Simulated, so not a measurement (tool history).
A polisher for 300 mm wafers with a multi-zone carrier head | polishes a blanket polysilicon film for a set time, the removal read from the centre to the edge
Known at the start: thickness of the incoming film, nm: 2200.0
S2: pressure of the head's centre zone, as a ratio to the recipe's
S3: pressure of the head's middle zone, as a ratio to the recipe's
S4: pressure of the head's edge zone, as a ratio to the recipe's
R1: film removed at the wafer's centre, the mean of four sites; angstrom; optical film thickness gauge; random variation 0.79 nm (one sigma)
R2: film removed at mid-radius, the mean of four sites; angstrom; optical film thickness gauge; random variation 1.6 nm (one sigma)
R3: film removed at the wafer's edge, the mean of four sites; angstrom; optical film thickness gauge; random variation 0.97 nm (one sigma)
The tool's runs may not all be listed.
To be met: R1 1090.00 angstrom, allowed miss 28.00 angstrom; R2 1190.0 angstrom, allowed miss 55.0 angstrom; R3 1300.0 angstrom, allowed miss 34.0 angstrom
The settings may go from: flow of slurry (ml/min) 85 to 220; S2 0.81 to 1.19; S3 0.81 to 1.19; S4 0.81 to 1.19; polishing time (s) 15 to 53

{"run": 1, "hour": 0.0, "flow of slurry (ml/min)": 140, "S2": 1.0, "S3": 1.0, "S4": 1.0, "polishing time (s)": 34, "R1": 2198.1, "R2": 2322.6, "R3": 2252.7}
{"run": 2, "hour": 4.0, "flow of slurry (ml/min)": 140, "S2": 1.0, "S3": 1.0, "S4": 1.05, "polishing time (s)": 34, "R1": 2225.6, "R2": 2254.6, "R3": 2281.9}
{"run": 3, "hour": 10.9, "flow of slurry (ml/min)": 120, "S2": 1.0, "S3": 1.0, "S4": 1.05, "polishing time (s)": 34, "R1": 2132.3, "R2": 2189.1, "R3": 2230.4}
{"run": 4, "hour": 16.9, "flow of slurry (ml/min)": 115, "S2": 0.97, "S3": 0.97, "S4": 1.03, "polishing time (s)": 29, "R1": 1752.1, "R2": 1840.0, "R3": 1890.0}
{"run": 5, "hour": 18.0, "flow of slurry (ml/min)": 115, "S2": 0.97, "S3": 0.97, "S4": 1.07, "polishing time (s)": 29, "R1": 1767.1, "R2": 1822.7, "R3": 1889.7}
{"run": 6, "hour": 21.7, "flow of slurry (ml/min)": 110, "S2": 0.94, "S3": 0.95, "S4": 1.07, "polishing time (s)": 26, "R1": 1494.0, "R2": 1542.5, "R3": 1710.9}
{"run": 7, "hour": 24.0, "flow of slurry (ml/min)": 110, "S2": 0.93, "S3": 0.94, "S4": 1.03, "polishing time (s)": 24, "R1": 1368.1, "R2": 1466.8, "R3": 1556.8}
{"run": 8, "hour": 28.8, "flow of slurry (ml/min)": 105, "S2": 0.92, "S3": 0.91, "S4": 1.0, "polishing time (s)": 23, "R1": 1283.2, "R2": 1373.7, "R3": 1456.3}
{"run": 9, "hour": 36.6, "flow of slurry (ml/min)": 100, "S2": 0.9, "S3": 0.89, "S4": 0.98, "polishing time (s)": 23, "R1": 1229.2, "R2": 1316.0, "R3": 1411.6}
{"run": 10, "hour": 42.9, "flow of slurry (ml/min)": 95, "S2": 0.88, "S3": 0.87, "S4": 0.96, "polishing time (s)": 23, "R1": 1176.5, "R2": 1272.0, "R3": 1380.4}
{"run": 11, "hour": 47.6, "flow of slurry (ml/min)": 95, "S2": 0.87, "S3": 0.86, "S4": 0.94, "polishing time (s)": 23, "R1": 1162.1, "R2": 1228.3, "R3": 1377.2}
{"run": 12, "hour": 52.3, "flow of slurry (ml/min)": 95, "S2": 0.87, "S3": 0.86, "S4": 0.94, "polishing time (s)": 23, "R1": 1157.4, "R2": 1211.7, "R3": 1392.8}
{"run": 13, "hour": 60.0, "flow of slurry (ml/min)": 95, "S2": 0.87, "S3": 0.87, "S4": 0.92, "polishing time (s)": 23, "R1": 1142.9, "R2": 1244.8, "R3": 1369.0}
{"run": 14, "hour": 65.2, "flow of slurry (ml/min)": 95, "S2": 0.87, "S3": 0.86, "S4": 0.9, "polishing time (s)": 23, "R1": 1180.7, "R2": 1244.3, "R3": 1345.3}
{"run": 15, "hour": 73.4, "flow of slurry (ml/min)": 95, "S2": 0.86, "S3": 0.86, "S4": 0.89, "polishing time (s)": 23, "R1": 1150.7, "R2": 1249.6, "R3": 1352.2}
{"run": 16, "hour": 74.7, "flow of slurry (ml/min)": 95, "S2": 0.85, "S3": 0.85, "S4": 0.88, "polishing time (s)": 23, "R1": 1134.2, "R2": 1254.3, "R3": 1359.2}
{"run": 17, "hour": 78.7, "flow of slurry (ml/min)": 85, "S2": 0.85, "S3": 0.82, "S4": 0.84, "polishing time (s)": 22, "R1": 1032.6, "R2": 1121.8, "R3": 1222.4}
{"run": 18, "hour": 80.3, "flow of slurry (ml/min)": 90, "S2": 0.85, "S3": 0.82, "S4": 0.85, "polishing time (s)": 22, "R1": 1057.1, "R2": 1128.7, "R3": 1242.7}
{"run": 19, "hour": 87.8, "flow of slurry (ml/min)": 90, "S2": 0.85, "S3": 0.82, "S4": 0.85, "polishing time (s)": 22, "R1": 1061.1, "R2": 1129.9, "R3": 1258.1}

Which of these 4 next moves meets every target?
{"run": "A", "hour": 95.3, "flow of slurry (ml/min)": 85, "S2": 0.86, "S3": 0.86, "S4": 0.82, "polishing time (s)": 22, "R1": "?", "R2": "?", "R3": "?"}
{"run": "B", "hour": 95.3, "flow of slurry (ml/min)": 85, "S2": 0.85, "S3": 0.84, "S4": 0.84, "polishing time (s)": 23, "R1": "?", "R2": "?", "R3": "?"}
{"run": "C", "hour": 95.3, "flow of slurry (ml/min)": 85, "S2": 0.81, "S3": 0.91, "S4": 0.86, "polishing time (s)": 22, "R1": "?", "R2": "?", "R3": "?"}
{"run": "D", "hour": 95.3, "flow of slurry (ml/min)": 90, "S2": 0.92, "S3": 0.81, "S4": 0.89, "polishing time (s)": 21, "R1": "?", "R2": "?", "R3": "?"}

move=A R1=1038.60 R2=1146.0 R3=1239.9
move=B R1=1073.00 R2=1179.6 R3=1307.0
move=C R1=977.99 R2=1190.8 R3=1259.3
move=D R1=1089.00 R2=1074.8 R3=1235.4
A: further off than the last run
B: meets every target
C: further off than the last run
D: further off than the last run
Move B is the one to make.

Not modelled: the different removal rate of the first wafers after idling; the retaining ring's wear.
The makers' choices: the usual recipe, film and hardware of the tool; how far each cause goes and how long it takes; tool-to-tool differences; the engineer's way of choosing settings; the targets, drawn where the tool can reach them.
